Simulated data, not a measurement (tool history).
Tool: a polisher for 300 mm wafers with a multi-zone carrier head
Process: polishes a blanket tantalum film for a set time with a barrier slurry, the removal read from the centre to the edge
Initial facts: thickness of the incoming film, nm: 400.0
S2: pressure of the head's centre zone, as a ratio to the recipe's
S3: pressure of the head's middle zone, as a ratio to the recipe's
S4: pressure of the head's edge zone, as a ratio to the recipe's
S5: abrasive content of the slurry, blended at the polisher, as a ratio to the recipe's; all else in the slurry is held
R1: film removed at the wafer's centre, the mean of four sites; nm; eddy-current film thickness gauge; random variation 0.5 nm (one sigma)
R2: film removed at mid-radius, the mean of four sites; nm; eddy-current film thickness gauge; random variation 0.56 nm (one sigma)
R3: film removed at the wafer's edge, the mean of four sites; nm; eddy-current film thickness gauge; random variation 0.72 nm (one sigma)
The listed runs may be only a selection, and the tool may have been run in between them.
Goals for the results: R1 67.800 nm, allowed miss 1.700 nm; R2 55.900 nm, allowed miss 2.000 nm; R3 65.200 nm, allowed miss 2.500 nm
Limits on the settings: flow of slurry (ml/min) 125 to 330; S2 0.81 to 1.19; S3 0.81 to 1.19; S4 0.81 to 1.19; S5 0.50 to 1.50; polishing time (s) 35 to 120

Run 1, hour 0.0: flow of slurry (ml/min) 210, S2 1.00, S3 1.00, S4 1.00, S5 1.00, polishing time (s) 77. Result: R1 71.818 nm, R2 73.260 nm, R3 74.002 nm.
Run 2, hour 5.7: flow of slurry (ml/min) 200, S2 1.01, S3 0.95, S4 0.98, S5 0.95, polishing time (s) 77. Result: R1 70.222 nm, R2 68.608 nm, R3 72.356 nm.
Run 3, hour 13.3: flow of slurry (ml/min) 200, S2 0.96, S3 0.95, S4 0.98, S5 0.95, polishing time (s) 77. Result: R1 67.516 nm, R2 68.130 nm, R3 70.812 nm.
Run 4, hour 18.0: flow of slurry (ml/min) 190, S2 0.99, S3 0.91, S4 0.96, S5 0.90, polishing time (s) 77. Result: R1 68.303 nm, R2 63.997 nm, R3 70.661 nm.
Run 5, hour 23.5: flow of slurry (ml/min) 190, S2 0.92, S3 0.91, S4 0.96, S5 0.90, polishing time (s) 77. Result: R1 64.446 nm, R2 63.605 nm, R3 70.290 nm.
Run 6, hour 32.5: flow of slurry (ml/min) 145, S2 0.92, S3 0.91, S4 0.96, S5 0.90, polishing time (s) 77. Result: R1 60.967 nm, R2 60.314 nm, R3 67.817 nm.
Run 7, hour 36.2: flow of slurry (ml/min) 145, S2 0.92, S3 0.91, S4 0.96, S5 0.90, polishing time (s) 77. Result: R1 60.406 nm, R2 60.665 nm, R3 67.148 nm.
Run 8, hour 38.7: flow of slurry (ml/min) 155, S2 0.95, S3 0.89, S4 0.93, S5 0.85, polishing time (s) 77. Result: R1 62.579 nm, R2 59.657 nm, R3 65.712 nm.
Run 9, hour 47.2: flow of slurry (ml/min) 160, S2 0.97, S3 0.87, S4 0.93, S5 0.85, polishing time (s) 77. Result: R1 63.339 nm, R2 58.068 nm, R3 65.635 nm.
Run 10, hour 51.2: flow of slurry (ml/min) 165, S2 0.98, S3 0.86, S4 0.92, S5 0.85, polishing time (s) 77. Result: R1 65.222 nm, R2 59.491 nm, R3 65.828 nm.
Run 11, hour 58.6: flow of slurry (ml/min) 165, S2 1.00, S3 0.85, S4 0.93, S5 0.85, polishing time (s) 77. Result: R1 64.986 nm, R2 58.401 nm, R3 68.007 nm.

Exactly one of the 5 candidate moves below puts every result within its allowed miss. Which one?
Run A, hour 66.0: flow of slurry (ml/min) 195, S2 0.98, S3 0.97, S4 0.89, S5 0.90, polishing time (s) 73. Result: R1 ?, R2 ?, R3 ?.
Run B, hour 66.0: flow of slurry (ml/min) 140, S2 0.92, S3 0.91, S4 1.01, S5 1.00, polishing time (s) 76. Result: R1 ?, R2 ?, R3 ?.
Run C, hour 66.0: flow of slurry (ml/min) 185, S2 1.07, S3 0.85, S4 0.94, S5 0.50, polishing time (s) 84. Result: R1 ?, R2 ?, R3 ?.
Run D, hour 66.0: flow of slurry (ml/min) 140, S2 0.98, S3 0.83, S4 1.00, S5 1.00, polishing time (s) 79. Result: R1 ?, R2 ?, R3 ?.
Run E, hour 66.0: flow of slurry (ml/min) 155, S2 0.96, S3 0.83, S4 1.10, S5 0.90, polishing time (s) 80. Result: R1 ?, R2 ?, R3 ?.

move      R1      R2      R3
   A  63.566  63.810  63.644
   B  60.007  60.798  68.325
   C  66.594  55.591  63.426
   D  65.809  58.564  70.819
   E  65.361  59.036  73.756
A: the biggest miss grows against the last run
B: the biggest miss grows against the last run
C: each result inside its tolerance
D: the biggest miss grows against the last run
E: the biggest miss grows against the last run
The right move is C.

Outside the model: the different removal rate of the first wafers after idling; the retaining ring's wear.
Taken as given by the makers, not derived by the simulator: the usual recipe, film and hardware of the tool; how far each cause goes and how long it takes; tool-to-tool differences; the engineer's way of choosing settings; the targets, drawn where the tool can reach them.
